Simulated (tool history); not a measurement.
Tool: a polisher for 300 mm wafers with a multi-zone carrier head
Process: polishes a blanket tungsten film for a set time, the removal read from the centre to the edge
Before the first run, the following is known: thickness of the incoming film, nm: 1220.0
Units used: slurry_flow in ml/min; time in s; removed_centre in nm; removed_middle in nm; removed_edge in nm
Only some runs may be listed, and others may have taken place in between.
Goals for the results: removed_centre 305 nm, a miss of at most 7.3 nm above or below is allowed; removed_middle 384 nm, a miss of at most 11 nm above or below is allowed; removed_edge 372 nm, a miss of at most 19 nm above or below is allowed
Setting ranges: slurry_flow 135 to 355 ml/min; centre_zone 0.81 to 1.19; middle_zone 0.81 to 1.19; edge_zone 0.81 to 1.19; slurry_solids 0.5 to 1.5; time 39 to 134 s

run	hour	slurry_flow	centre_zone	middle_zone	edge_zone	slurry_solids	time	removed_centre	removed_middle	removed_edge
1	0	225	1	1	1	1	86	303	313.49	314.16
2	7.6	225	0.92	1	1	1	86	277.08	316.24	320.51
3	9.9	225	1	1	1	1	86	301.98	312.74	320.84
4	18.4	235	0.99	1.02	1.03	1.05	86	305.55	319.84	336.96
5	24.2	235	0.99	1.02	1.03	1.2	86	322.08	332.32	336.19
6	32.2	235	0.99	1.02	1.03	1.2	70	254.81	272.24	271.88
7	35	245	0.97	1.05	1.05	1.25	72	260.39	288.97	279.31
8	37.1	240	0.95	1.06	1.07	1.3	75	270.4	304.47	301.99
9	41.8	245	0.94	1.08	1.09	1.35	77	275.69	315.56	331.02
10	44.5	255	0.94	1.1	1.08	1.4	78	285.38	332.67	324.46
11	46.7	255	0.94	1.1	1.08	1.4	78	283.15	333.13	320.73
12	55.5	260	0.94	1.12	1.1	1.4	79	292.29	341.81	334.49
13	60.2	265	0.93	1.13	1.11	1.4	80	290	347.87	339.71
14	64.7	270	0.93	1.14	1.12	1.4	81	298.38	351.85	343.85
15	70	285	0.87	1.19	1.18	1.5	84	293.29	392.16	371.91

5 next moves are on the table. One of them brings every result within its allowed miss. Which?
A	75.3	320	0.84	1.19	1.03	1.35	87	?	?	?
B	75.3	275	0.9	1.17	1.16	1.25	88	?	?	?
C	75.3	270	0.86	1.18	1.19	1.5	88	?	?	?
D	75.3	270	0.83	1.09	1.19	1.5	86	?	?	?
E	75.3	265	0.81	1.09	1.19	1.5	88	?	?	?

move	removed_centre	removed_middle	removed_edge
A	289.54	392.22	356.56
B	302.59	378.56	366.5
C	302.1	398.07	387.38
D	284.72	369.22	378.91
E	283.58	377.04	387.1
A: the biggest miss grows against the last run
B: all results land within tolerance of their targets
C: brings the result that was furthest off to its target, and leaves another outside
D: the biggest miss grows against the last run
E: the biggest miss grows against the last run
The move that meets every target is B.

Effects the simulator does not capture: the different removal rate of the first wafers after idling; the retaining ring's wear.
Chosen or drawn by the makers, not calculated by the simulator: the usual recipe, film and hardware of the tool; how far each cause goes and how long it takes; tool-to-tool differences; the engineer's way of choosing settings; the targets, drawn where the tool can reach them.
